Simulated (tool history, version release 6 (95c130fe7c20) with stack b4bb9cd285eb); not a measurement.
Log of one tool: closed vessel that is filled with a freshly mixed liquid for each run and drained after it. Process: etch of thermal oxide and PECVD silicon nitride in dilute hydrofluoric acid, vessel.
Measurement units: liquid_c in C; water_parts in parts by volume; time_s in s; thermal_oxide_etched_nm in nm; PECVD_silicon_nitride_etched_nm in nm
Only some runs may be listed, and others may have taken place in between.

| run | hour | liquid_c | water_parts | time_s | thermal_oxide_etched_nm | PECVD_silicon_nitride_etched_nm |
|---|---|---|---|---|---|---|
| 1 | 0 | 25 | 270 | 1335 | 19.008 | 14.496 |
| 2 | 3.5 | 25 | 270 | 905 | 12.823 | 9.8788 |
| 3 | 6 | 25 | 345 | 905 | 9.2941 | 7.6752 |
| 4 | 7.6 | 24.5 | 340 | 900 | 9.4542 | 7.6226 |
| 5 | 10.9 | 24.5 | 340 | 1390 | 14.441 | 11.69 |
| 6 | 17.4 | 23.5 | 355 | 1405 | 13.28 | 10.671 |

What does the tool deliver on the next run?
| 7 | 24.5 | 22.5 | 365 | 1415 | ? | ? |

thermal_oxide_etched_nm: 12.528 nm
PECVD_silicon_nitride_etched_nm: 9.8287 nm

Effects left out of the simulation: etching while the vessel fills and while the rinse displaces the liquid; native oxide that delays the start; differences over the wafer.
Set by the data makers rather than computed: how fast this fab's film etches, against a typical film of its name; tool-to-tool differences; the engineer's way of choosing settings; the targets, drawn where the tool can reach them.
